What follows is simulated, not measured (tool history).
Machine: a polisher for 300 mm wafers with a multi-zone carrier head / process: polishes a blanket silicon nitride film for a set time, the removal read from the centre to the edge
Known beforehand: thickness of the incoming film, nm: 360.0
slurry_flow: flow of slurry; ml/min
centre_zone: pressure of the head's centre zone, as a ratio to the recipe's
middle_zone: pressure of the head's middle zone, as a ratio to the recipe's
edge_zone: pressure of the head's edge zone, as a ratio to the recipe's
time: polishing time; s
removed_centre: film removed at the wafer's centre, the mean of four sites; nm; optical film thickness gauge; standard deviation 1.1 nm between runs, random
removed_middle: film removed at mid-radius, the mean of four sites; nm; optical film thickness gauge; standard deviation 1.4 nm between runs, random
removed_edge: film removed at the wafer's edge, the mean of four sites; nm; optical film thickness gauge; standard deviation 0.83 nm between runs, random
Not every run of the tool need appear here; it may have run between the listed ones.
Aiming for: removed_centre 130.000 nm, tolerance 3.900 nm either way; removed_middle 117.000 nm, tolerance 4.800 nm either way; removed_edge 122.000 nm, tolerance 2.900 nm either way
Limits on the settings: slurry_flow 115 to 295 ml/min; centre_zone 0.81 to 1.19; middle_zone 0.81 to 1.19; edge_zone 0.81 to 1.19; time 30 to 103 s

run	hour	slurry_flow	centre_zone	middle_zone	edge_zone	time	removed_centre	removed_middle	removed_edge
1	0.0	190	1.00	1.00	1.00	66	95.534	99.003	95.565
2	2.7	235	1.00	1.00	1.00	66	97.244	102.450	98.247
3	6.0	240	1.03	1.00	1.04	68	104.980	109.440	103.650
4	12.7	240	1.03	1.07	1.04	68	104.720	113.860	104.220
5	19.9	240	1.03	1.07	1.04	61	94.362	98.357	93.627
6	21.1	240	1.03	1.07	1.00	61	93.055	99.350	92.263
7	25.5	240	1.03	1.07	1.00	61	95.400	101.740	91.698
8	29.7	240	1.06	1.05	1.04	64	100.710	104.410	98.406
9	31.0	245	1.09	1.02	1.06	66	108.180	106.300	102.590
10	32.6	250	1.11	1.01	1.09	68	114.440	107.260	107.920
# hour 38.4: slurry nozzle cleaned
11	38.4	255	1.12	1.02	1.11	69	125.150	114.190	114.620
12	40.6	260	1.12	1.02	1.13	69	122.760	115.050	115.230

Next run, 4 choices. One meets every target within its allowed miss, the rest don't. Which?
A	42.8	255	1.12	0.97	1.16	72	?	?	?
B	42.8	255	1.04	1.00	1.18	72	?	?	?
C	42.8	295	1.19	1.02	1.15	67	?	?	?
D	42.8	225	0.98	1.02	1.10	72	?	?	?

move	removed_centre	removed_middle	removed_edge
A	129.760	117.570	122.280
B	120.450	120.310	123.330
C	130.470	115.190	114.460
D	111.740	120.490	117.710
A: all results land within tolerance of their targets
B: the worst result of the last run now meets its target, but another is out of spec
C: the biggest miss grows against the last run
D: the biggest miss grows against the last run
The move that meets every target is A.
